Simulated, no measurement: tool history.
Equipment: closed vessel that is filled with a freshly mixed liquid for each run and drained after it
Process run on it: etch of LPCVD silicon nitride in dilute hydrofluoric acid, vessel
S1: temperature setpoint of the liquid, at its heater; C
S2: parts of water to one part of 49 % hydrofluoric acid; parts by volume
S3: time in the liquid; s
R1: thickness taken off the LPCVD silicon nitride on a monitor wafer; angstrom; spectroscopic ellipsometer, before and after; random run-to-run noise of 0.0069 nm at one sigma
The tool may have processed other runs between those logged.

run 1 hour=0 | S1=23 S2=295 S3=565 | R1=7.9937
run 2 hour=9.9 | S1=23 S2=295 S3=565 | R1=8.062
run 3 hour=11.3 | S1=22 S2=295 S3=565 | R1=7.4385
run 4 hour=18.9 | S1=22 S2=295 S3=355 | R1=4.6983
run 5 hour=20.5 | S1=22 S2=295 S3=355 | R1=4.5885
run 6 hour=23.3 | S1=22 S2=355 S3=355 | R1=3.9315

Run 7 is up next; what results do you expect?
run 7 hour=24.9 | S1=23.5 S2=355 S3=355 | R1=?

Run 7 yielded R1 4.3485 angstrom.

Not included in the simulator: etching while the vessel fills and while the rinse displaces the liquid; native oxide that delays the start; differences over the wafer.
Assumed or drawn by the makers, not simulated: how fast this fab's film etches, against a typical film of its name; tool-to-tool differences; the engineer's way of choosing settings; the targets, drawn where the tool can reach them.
